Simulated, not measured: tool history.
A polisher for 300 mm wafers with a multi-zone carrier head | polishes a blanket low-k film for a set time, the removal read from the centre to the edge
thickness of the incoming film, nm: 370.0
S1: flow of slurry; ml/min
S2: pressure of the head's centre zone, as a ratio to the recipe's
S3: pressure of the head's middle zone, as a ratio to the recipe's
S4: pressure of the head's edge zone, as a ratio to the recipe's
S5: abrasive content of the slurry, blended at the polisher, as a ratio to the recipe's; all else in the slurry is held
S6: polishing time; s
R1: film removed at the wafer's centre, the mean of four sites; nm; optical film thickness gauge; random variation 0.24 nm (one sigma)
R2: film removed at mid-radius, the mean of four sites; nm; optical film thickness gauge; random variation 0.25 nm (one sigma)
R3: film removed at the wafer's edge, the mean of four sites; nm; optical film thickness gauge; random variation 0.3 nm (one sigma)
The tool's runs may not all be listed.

run	hour	S1	S2	S3	S4	S5	S6	R1	R2	R3
1	0.0	295	1.00	1.00	1.00	1.00	79	29.553	28.903	30.554
2	3.0	295	0.98	0.97	0.98	0.90	79	27.551	26.542	29.606
3	4.8	295	0.98	0.97	0.96	0.85	78	26.650	25.331	27.168
4	8.6	295	1.05	0.97	0.96	0.85	78	28.649	26.484	27.292
5	17.1	295	1.02	0.97	0.96	0.85	78	27.744	26.367	27.888
6	18.7	290	0.99	0.96	0.94	0.80	78	26.218	24.970	26.578
7	26.1	285	0.97	0.95	0.93	0.80	78	26.195	25.399	27.065

Forecast run 8:
8	31.6	285	0.96	0.95	0.93	0.75	78	?	?	?

R1: 25.151 nm
R2: 24.345 nm
R3: 25.850 nm
